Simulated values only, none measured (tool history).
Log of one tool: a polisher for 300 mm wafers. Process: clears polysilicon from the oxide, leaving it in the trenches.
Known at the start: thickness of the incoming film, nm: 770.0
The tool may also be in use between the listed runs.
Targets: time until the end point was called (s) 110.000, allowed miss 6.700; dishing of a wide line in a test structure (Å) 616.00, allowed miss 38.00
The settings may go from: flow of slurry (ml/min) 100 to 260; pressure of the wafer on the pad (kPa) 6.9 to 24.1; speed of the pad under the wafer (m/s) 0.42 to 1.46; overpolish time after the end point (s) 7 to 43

run,hour,flow of slurry (ml/min),pressure of the wafer on the pad (kPa),speed of the pad under the wafer (m/s),overpolish time after the end point (s),time until the end point was called (s),dishing of a wide line in a test structure (Å)
1,0.0,165,15.2,0.94,22,88.693,577.72
2,8.2,180,15.2,0.94,22,84.077,608.02
3,9.3,180,15.2,1.14,22,69.672,620.17
4,12.3,180,13.8,1.14,24,76.489,607.43
5,16.6,185,12.4,1.12,27,85.949,645.55
# hour 19.6: worn pad replaced by a new one
6,19.6,180,11.7,1.12,27,83.705,616.06
7,25.3,185,11.0,1.10,28,90.107,617.78
8,26.0,185,10.3,1.08,29,99.246,605.17
9,27.9,185,10.3,1.08,30,95.861,635.38
10,33.5,185,9.7,1.08,30,100.730,614.65
11,41.9,185,9.7,1.08,31,102.930,616.36

Which of these 5 next moves meets every target?
A,50.3,190,9.0,1.20,17,?,?
B,50.3,180,9.0,1.22,18,?,?
C,50.3,180,13.1,0.90,32,?,?
D,50.3,175,10.3,1.06,17,?,?
E,50.3,175,7.6,1.24,32,?,?

move,time until the end point was called (s),dishing of a wide line in a test structure (Å)
A,97.395,569.98
B,96.317,582.39
C,95.532,650.99
D,99.025,566.84
E,107.830,642.26
A: further off than the last run
B: further off than the last run
C: further off than the last run
D: further off than the last run
E: meets every target
The right move is E.
